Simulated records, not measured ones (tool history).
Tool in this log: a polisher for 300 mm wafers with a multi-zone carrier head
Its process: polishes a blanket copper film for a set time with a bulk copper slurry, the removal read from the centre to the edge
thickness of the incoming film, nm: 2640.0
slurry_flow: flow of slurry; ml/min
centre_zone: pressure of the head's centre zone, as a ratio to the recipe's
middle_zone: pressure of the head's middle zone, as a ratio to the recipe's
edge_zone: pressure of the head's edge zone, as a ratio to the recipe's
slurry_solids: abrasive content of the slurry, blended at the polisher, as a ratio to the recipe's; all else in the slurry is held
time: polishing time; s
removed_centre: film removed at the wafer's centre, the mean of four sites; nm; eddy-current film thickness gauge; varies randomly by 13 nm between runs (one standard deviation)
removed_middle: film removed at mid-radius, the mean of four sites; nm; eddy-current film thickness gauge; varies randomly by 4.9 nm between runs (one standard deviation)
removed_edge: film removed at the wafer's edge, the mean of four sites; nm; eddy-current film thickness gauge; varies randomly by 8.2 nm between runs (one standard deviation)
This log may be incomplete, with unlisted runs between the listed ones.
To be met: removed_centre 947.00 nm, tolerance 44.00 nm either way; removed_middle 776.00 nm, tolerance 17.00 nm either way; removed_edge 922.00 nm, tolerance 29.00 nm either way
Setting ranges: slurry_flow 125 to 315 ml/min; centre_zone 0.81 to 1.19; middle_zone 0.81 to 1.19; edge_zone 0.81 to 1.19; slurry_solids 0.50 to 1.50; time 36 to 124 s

run,hour,slurry_flow,centre_zone,middle_zone,edge_zone,slurry_solids,time,removed_centre,removed_middle,removed_edge
1,0.0,205,1.00,1.00,1.00,1.00,79,608.81,600.43,619.95
2,7.0,205,1.06,1.00,1.00,1.00,79,639.69,596.82,619.56
3,15.7,205,1.06,1.00,1.00,0.90,79,637.35,599.44,613.58
4,21.0,210,1.07,1.00,1.02,0.95,81,660.93,617.56,631.76
5,24.5,205,1.07,0.99,1.03,1.00,84,684.36,638.67,667.69
6,33.0,205,1.07,0.92,1.03,1.00,84,698.88,597.05,655.68
7,36.1,205,1.07,0.92,1.03,1.00,84,703.70,602.40,669.78
8,43.2,205,1.08,0.92,1.04,1.05,86,726.72,614.20,684.39
9,45.6,205,1.08,0.92,1.05,1.10,88,753.15,632.05,714.99
10,49.9,210,1.09,0.93,1.06,1.15,89,771.22,649.57,732.19
11,57.1,210,1.09,0.93,1.06,1.15,89,761.46,661.15,732.83
12,64.6,210,1.10,0.92,1.07,1.20,90,761.90,656.45,742.32
13,72.0,215,1.10,0.92,1.08,1.20,91,792.68,667.40,757.67
14,76.8,215,1.10,0.92,1.09,1.25,92,807.35,677.36,781.17
15,82.6,220,1.11,0.92,1.10,1.30,93,828.12,686.62,802.79
16,88.5,225,1.12,0.93,1.11,1.30,93,855.89,711.83,787.58
17,97.2,225,1.12,0.93,1.11,1.30,94,836.15,710.48,810.68
18,103.4,225,1.12,0.93,1.11,1.30,95,841.75,715.25,822.77
19,105.7,225,1.12,0.93,1.11,1.30,96,864.16,723.54,822.35
20,106.9,225,1.12,0.93,1.12,1.30,97,874.88,731.59,841.09
21,108.5,230,1.12,0.93,1.13,1.30,97,888.14,724.33,838.31
22,111.2,235,1.12,0.93,1.15,1.40,99,918.50,768.94,889.20
23,116.3,240,1.12,0.92,1.17,1.45,99,887.62,758.34,900.00

Next run, 4 choices. One meets every target within its allowed miss, the rest don't. Which?
A,121.4,270,1.19,0.82,1.11,1.50,103,?,?,?
B,121.4,230,1.06,0.84,1.19,1.45,110,?,?,?
C,121.4,220,1.18,0.83,1.19,1.35,108,?,?,?
D,121.4,250,1.12,0.92,1.18,1.45,101,?,?,?

move,removed_centre,removed_middle,removed_edge
A,1023.80,728.10,911.48
B,952.79,777.90,992.63
C,1026.10,744.66,961.27
D,933.16,775.44,911.68
A: pushes the last run's worst result past its target
B: brings the result that was furthest off to its target, and leaves another outside
C: pushes the last run's worst result past its target
D: meets every target
So the answer is move D, the one that meets all the targets.
